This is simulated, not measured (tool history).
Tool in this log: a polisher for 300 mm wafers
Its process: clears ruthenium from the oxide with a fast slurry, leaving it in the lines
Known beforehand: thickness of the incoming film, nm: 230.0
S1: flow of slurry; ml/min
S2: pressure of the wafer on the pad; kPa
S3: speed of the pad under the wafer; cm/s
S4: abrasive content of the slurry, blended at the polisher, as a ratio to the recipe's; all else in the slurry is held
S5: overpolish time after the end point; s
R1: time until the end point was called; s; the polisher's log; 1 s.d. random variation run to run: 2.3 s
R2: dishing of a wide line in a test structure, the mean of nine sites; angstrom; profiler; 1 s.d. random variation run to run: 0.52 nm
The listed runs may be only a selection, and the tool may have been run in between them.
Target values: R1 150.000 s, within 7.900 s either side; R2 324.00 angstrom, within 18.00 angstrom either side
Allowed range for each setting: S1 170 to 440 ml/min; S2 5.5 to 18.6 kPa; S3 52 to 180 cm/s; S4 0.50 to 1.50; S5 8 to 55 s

run 1 hour=0.0 | S1=280 S2=11.7 S3=116 S4=1.00 S5=28 | R1=73.215 R2=479.25
run 2 hour=1.8 | S1=280 S2=11.7 S3=116 S4=1.10 S5=28 | R1=70.865 R2=493.02
run 3 hour=6.6 | S1=280 S2=9.7 S3=108 S4=1.10 S5=29 | R1=92.318 R2=422.54
run 4 hour=7.8 | S1=280 S2=9.7 S3=108 S4=1.10 S5=37 | R1=91.561 R2=487.16
run 5 hour=13.2 | S1=280 S2=8.3 S3=104 S4=1.10 S5=36 | R1=106.480 R2=441.62
run 6 hour=20.3 | S1=280 S2=8.3 S3=116 S4=1.10 S5=36 | R1=97.058 R2=458.24
run 7 hour=26.6 | S1=275 S2=5.5 S3=88 S4=1.05 S5=31 | R1=186.030 R2=261.04
run 8 hour=29.5 | S1=275 S2=6.2 S3=88 S4=1.05 S5=32 | R1=165.540 R2=291.74

Next run, 4 choices. One meets every target within its allowed miss, the rest don't. Which?
run A hour=32.4 | S1=285 S2=6.2 S3=90 S4=1.30 S5=33 | R1=? R2=?
run B hour=32.4 | S1=290 S2=6.9 S3=60 S4=1.15 S5=35 | R1=? R2=?
run C hour=32.4 | S1=235 S2=7.6 S3=78 S4=1.30 S5=27 | R1=? R2=?
run D hour=32.4 | S1=260 S2=6.9 S3=86 S4=1.25 S5=24 | R1=? R2=?

move=A R1=153.390 R2=330.59
move=B R1=198.130 R2=282.93
move=C R1=143.990 R2=296.82
move=D R1=147.010 R2=265.30
A: every result lands within tolerance
B: the biggest miss grows against the last run
C: the furthest-off result lands on target, but another misses its tolerance
D: the furthest-off result lands on target, but another misses its tolerance
Correct choice: A, which meets every target
